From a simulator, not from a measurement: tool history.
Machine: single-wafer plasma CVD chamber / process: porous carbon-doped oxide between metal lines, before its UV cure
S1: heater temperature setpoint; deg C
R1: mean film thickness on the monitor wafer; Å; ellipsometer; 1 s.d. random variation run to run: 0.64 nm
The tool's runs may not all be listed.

run 1 day=0 | S1=280 RF_power_(W)=580 deposition_time_(s)=36.2 | R1=2303.3
run 2 day=0.054 | S1=287 RF_power_(W)=580 deposition_time_(s)=36.2 | R1=2188.4
run 3 day=0.208 | S1=279 RF_power_(W)=580 deposition_time_(s)=36.2 | R1=2317.8
run 4 day=0.517 | S1=273 RF_power_(W)=580 deposition_time_(s)=36.2 | R1=2422.5
run 5 day=0.7 | S1=273 RF_power_(W)=525 deposition_time_(s)=36.2 | R1=2239.8
run 6 day=0.971 | S1=270 RF_power_(W)=540 deposition_time_(s)=36.2 | R1=2350.4

For run 7, what comes out?
run 7 day=1.246 | S1=267 RF_power_(W)=550 deposition_time_(s)=36.2 | R1=?

Run 7 gave R1 2438.7 Å.

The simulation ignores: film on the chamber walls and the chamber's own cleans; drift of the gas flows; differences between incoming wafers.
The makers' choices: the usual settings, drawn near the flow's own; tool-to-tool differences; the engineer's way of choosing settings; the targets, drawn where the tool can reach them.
